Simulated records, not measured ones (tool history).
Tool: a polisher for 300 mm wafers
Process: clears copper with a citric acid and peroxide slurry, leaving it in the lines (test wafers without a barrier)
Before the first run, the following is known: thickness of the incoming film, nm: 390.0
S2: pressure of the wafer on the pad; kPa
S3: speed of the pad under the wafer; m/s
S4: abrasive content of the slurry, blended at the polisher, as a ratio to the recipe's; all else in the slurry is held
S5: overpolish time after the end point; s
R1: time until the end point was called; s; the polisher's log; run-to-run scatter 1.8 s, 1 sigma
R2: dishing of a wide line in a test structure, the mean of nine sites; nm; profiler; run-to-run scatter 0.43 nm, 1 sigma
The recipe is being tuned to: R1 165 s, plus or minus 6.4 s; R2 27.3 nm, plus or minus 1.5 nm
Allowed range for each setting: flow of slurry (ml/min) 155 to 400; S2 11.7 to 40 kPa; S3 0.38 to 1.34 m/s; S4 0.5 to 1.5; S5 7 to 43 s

Run 1, day 0: flow of slurry (ml/min) 255, S2 25.5 kPa, S3 0.86 m/s, S4 1, S5 22 s. Result: R1 138.56 s, R2 44.963 nm.
Run 2, day 0.308: flow of slurry (ml/min) 255, S2 24.1 kPa, S3 0.86 m/s, S4 1, S5 19 s. Result: R1 146.58 s, R2 37.699 nm.
Run 3, day 0.529: flow of slurry (ml/min) 255, S2 24.1 kPa, S3 0.86 m/s, S4 1, S5 28 s. Result: R1 145.37 s, R2 53.026 nm.
Run 4, day 0.846: flow of slurry (ml/min) 260, S2 22.8 kPa, S3 0.86 m/s, S4 1, S5 23 s. Result: R1 156.24 s, R2 42.025 nm.
Run 5, day 1.004: flow of slurry (ml/min) 260, S2 22.8 kPa, S3 0.86 m/s, S4 1, S5 32 s. Result: R1 154.26 s, R2 56.343 nm.
Run 6, day 1.046: flow of slurry (ml/min) 260, S2 22.1 kPa, S3 0.86 m/s, S4 1, S5 25 s. Result: R1 158.67 s, R2 42.933 nm.
Run 7, day 1.333: flow of slurry (ml/min) 260, S2 21.4 kPa, S3 0.88 m/s, S4 1, S5 21 s. Result: R1 161.89 s, R2 37.158 nm.
Run 8, day 1.479: flow of slurry (ml/min) 260, S2 21.4 kPa, S3 0.88 m/s, S4 1, S5 18 s. Result: R1 160.82 s, R2 33.087 nm.
Run 9, day 1.812: flow of slurry (ml/min) 260, S2 21.4 kPa, S3 0.88 m/s, S4 1, S5 16 s. Result: R1 161.67 s, R2 29.135 nm.

Exactly one of the 4 candidate moves below puts every result within its allowed miss. Which one?
Run A, day 2.146: flow of slurry (ml/min) 155, S2 25.5 kPa, S3 0.84 m/s, S4 0.55, S5 19 s. Result: R1 ?, R2 ?.
Run B, day 2.146: flow of slurry (ml/min) 270, S2 21.4 kPa, S3 0.8 m/s, S4 0.75, S5 14 s. Result: R1 ?, R2 ?.
Run C, day 2.146: flow of slurry (ml/min) 325, S2 21.4 kPa, S3 0.68 m/s, S4 1.2, S5 14 s. Result: R1 ?, R2 ?.
Run D, day 2.146: flow of slurry (ml/min) 330, S2 20 kPa, S3 0.86 m/s, S4 1.15, S5 15 s. Result: R1 ?, R2 ?.

move      R1      R2
   A  168.96  32.691
   B  184.53  22.913
   C  186.21  22.731
   D  168.13  26.468
A: the biggest miss grows against the last run
B: moves the result that the last run missed by most past its target, out the other side
C: moves the result that the last run missed by most past its target, out the other side
D: each result inside its tolerance
D is the move that brings every result within its allowed miss.
